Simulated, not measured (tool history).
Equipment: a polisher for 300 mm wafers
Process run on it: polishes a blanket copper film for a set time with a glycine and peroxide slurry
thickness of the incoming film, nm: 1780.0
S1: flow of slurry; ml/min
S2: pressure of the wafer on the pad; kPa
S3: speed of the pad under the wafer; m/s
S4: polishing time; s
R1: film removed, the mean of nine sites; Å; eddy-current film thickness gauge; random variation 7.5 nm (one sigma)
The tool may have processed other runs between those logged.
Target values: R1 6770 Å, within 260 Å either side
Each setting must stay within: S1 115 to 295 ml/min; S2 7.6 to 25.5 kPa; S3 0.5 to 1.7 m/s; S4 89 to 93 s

run,hour,S1,S2,S3,S4,R1
1,0,190,16.5,1.1,89,4401.4
2,1.2,190,16.5,0.98,89,4033.4
3,9.6,215,16.5,0.98,89,4106.5
4,14.8,215,17.2,0.98,89,4253.1
5,18.1,215,17.2,0.98,89,4161.3
6,20.7,235,17.2,0.98,89,4252
7,25.1,235,17.9,1,89,4419.9
8,33.9,235,18.6,1.02,89,4526.2
9,38.3,235,19.3,1.06,89,4857.8
10,44.8,235,20,1.08,89,5070.5
11,50.8,235,20.7,1.1,89,5215.1
12,56.9,235,21.4,1.12,89,5360.7
13,57.9,235,22.1,1.14,89,5482.1

Which of these 5 next moves meets every target?
A,58.9,220,25.5,1.2,93,?
B,58.9,220,20.7,1.06,89,?
C,58.9,245,22.8,1.24,90,?
D,58.9,270,22.1,1.14,93,?
E,58.9,220,20.7,1.1,89,?

move,R1
A,6600
B,4960.4
C,6122.2
D,5859.3
E,5101.8
A: hits every target within its allowed miss
B: moves away from the targets compared with the last run
C: moves toward the targets from the last run without getting all of them in spec
D: moves toward the targets from the last run without getting all of them in spec
E: moves away from the targets compared with the last run
Move A is the one to make.
